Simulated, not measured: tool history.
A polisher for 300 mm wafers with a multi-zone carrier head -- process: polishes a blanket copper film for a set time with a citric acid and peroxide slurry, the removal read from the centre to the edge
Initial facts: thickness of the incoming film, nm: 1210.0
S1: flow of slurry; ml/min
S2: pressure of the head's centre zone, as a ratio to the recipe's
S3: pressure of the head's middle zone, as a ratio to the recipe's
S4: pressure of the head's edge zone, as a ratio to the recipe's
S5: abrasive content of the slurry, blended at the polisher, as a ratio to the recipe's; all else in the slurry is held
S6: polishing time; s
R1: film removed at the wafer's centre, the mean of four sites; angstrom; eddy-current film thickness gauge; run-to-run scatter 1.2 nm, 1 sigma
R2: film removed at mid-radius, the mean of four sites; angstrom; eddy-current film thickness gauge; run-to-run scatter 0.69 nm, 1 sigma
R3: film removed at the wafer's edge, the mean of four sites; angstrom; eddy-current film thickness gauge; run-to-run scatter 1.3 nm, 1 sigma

| run | hour | S1 | S2 | S3 | S4 | S5 | S6 | R1 | R2 | R3 |
|---|---|---|---|---|---|---|---|---|---|---|
| 1 | 0.0 | 235 | 1.00 | 1.00 | 1.00 | 1.00 | 35 | 1311.40 | 1302.1 | 1295.5 |
| 2 | 6.6 | 235 | 1.00 | 1.00 | 1.00 | 0.80 | 35 | 1202.10 | 1273.0 | 1222.9 |
| 3 | 13.8 | 225 | 0.97 | 0.97 | 0.97 | 0.75 | 35 | 1165.90 | 1209.2 | 1219.0 |
| 4 | 17.6 | 225 | 0.97 | 0.97 | 0.97 | 0.60 | 35 | 1108.70 | 1159.0 | 1116.9 |
| 5 | 22.2 | 225 | 0.97 | 0.97 | 0.92 | 0.60 | 35 | 1128.10 | 1173.1 | 1127.5 |
| 6 | 31.2 | 215 | 0.94 | 0.97 | 0.93 | 0.55 | 35 | 1071.60 | 1140.2 | 1087.6 |

Run 7 is up next; what results do you expect?
| 7 | 35.0 | 205 | 0.91 | 0.97 | 0.94 | 0.55 | 35 | ? | ? | ? |

{"run 7": {"R1": 999.84, "R2": 1116.5, "R3": 1111.4}}
